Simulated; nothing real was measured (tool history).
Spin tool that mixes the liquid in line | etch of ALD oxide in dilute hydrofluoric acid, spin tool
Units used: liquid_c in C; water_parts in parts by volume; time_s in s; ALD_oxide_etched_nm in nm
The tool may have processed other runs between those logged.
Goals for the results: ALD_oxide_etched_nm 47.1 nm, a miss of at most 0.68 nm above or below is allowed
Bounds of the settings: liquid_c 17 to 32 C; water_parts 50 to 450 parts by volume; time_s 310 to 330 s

| run | hour | liquid_c | water_parts | time_s | ALD_oxide_etched_nm |
|---|---|---|---|---|---|
| 1 | 0 | 24 | 250 | 310 | 20.256 |
| 2 | 7.7 | 24 | 285 | 310 | 17.138 |
| 3 | 9.3 | 21 | 285 | 310 | 15.327 |
| 4 | 17.3 | 24.5 | 285 | 310 | 17.365 |
| 5 | 18.9 | 24.5 | 285 | 310 | 17.393 |
| 6 | 26.5 | 24.5 | 285 | 310 | 17.365 |
| 7 | 30.6 | 26.5 | 245 | 310 | 22.578 |
| 8 | 35.6 | 28 | 215 | 310 | 27.985 |
| 9 | 41.7 | 29 | 195 | 310 | 32.948 |
| 10 | 48.7 | 30 | 180 | 310 | 37.444 |
| 11 | 55.1 | 30.5 | 170 | 310 | 40.929 |
| 12 | 55.8 | 32 | 150 | 310 | 50.328 |
| 13 | 60.5 | 31.5 | 150 | 310 | 49.29 |
| 14 | 66.5 | 31 | 150 | 310 | 48.247 |

Exercise: of the 5 proposed moves below, exactly one satisfies all targets within the stated allowed misses. Which move is it?
| A | 72.5 | 32 | 160 | 330 | ? |
| B | 72.5 | 30.5 | 155 | 330 | ? |
| C | 72.5 | 32 | 160 | 325 | ? |
| D | 72.5 | 31.5 | 155 | 320 | ? |
| E | 72.5 | 30 | 155 | 325 | ? |

| move | ALD_oxide_etched_nm |
|---|---|
| A | 49.498 |
| B | 48.786 |
| C | 48.748 |
| D | 49.014 |
| E | 47.197 |
A: its largest miss is bigger than the last run's
B: its largest miss is bigger than the last run's
C: its largest miss is bigger than the last run's
D: its largest miss is bigger than the last run's
E: all results land within tolerance of their targets
E is the move that brings every result within its allowed miss.
